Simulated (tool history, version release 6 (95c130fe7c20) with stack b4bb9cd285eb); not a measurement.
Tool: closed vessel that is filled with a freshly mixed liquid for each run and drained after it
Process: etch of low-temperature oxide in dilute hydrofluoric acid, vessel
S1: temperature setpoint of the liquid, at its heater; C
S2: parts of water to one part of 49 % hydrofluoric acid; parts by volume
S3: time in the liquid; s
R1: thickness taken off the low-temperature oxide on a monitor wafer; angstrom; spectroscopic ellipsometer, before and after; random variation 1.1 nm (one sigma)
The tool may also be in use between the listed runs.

Run 1, hour 0.0: S1 24.0 C, S2 285 parts by volume, S3 1820 s. Result: R1 855.65 angstrom.
Run 2, hour 6.4: S1 24.0 C, S2 285 parts by volume, S3 1945 s. Result: R1 911.98 angstrom.
Run 3, hour 11.8: S1 25.0 C, S2 260 parts by volume, S3 1945 s. Result: R1 1060.50 angstrom.
Run 4, hour 16.1: S1 26.5 C, S2 260 parts by volume, S3 1945 s. Result: R1 1114.70 angstrom.
Run 5, hour 17.7: S1 27.0 C, S2 235 parts by volume, S3 1945 s. Result: R1 1288.90 angstrom.
Run 6, hour 22.7: S1 29.0 C, S2 235 parts by volume, S3 1945 s. Result: R1 1380.70 angstrom.
Run 7, hour 29.5: S1 29.5 C, S2 215 parts by volume, S3 1945 s. Result: R1 1575.40 angstrom.
Run 8, hour 35.2: S1 29.5 C, S2 215 parts by volume, S3 1945 s. Result: R1 1568.40 angstrom.
Run 9, hour 43.5: S1 30.0 C, S2 200 parts by volume, S3 1945 s. Result: R1 1759.20 angstrom.
Run 10, hour 46.8: S1 30.5 C, S2 190 parts by volume, S3 1945 s. Result: R1 1908.60 angstrom.
Run 11, hour 48.8: S1 30.5 C, S2 190 parts by volume, S3 1945 s. Result: R1 1899.60 angstrom.
Run 12, hour 54.6: S1 32.0 C, S2 105 parts by volume, S3 1945 s. Result: R1 4105.30 angstrom.
Run 13, hour 61.4: S1 30.5 C, S2 110 parts by volume, S3 1945 s. Result: R1 3696.10 angstrom.
Run 14, hour 63.8: S1 30.0 C, S2 115 parts by volume, S3 1945 s. Result: R1 3416.20 angstrom.
Run 15, hour 66.6: S1 29.0 C, S2 115 parts by volume, S3 1945 s. Result: R1 3291.70 angstrom.

Forecast run 16:
Run 16, hour 70.7: S1 28.0 C, S2 115 parts by volume, S3 1945 s. Result: R1 ?.

R1: 3179.50 angstrom
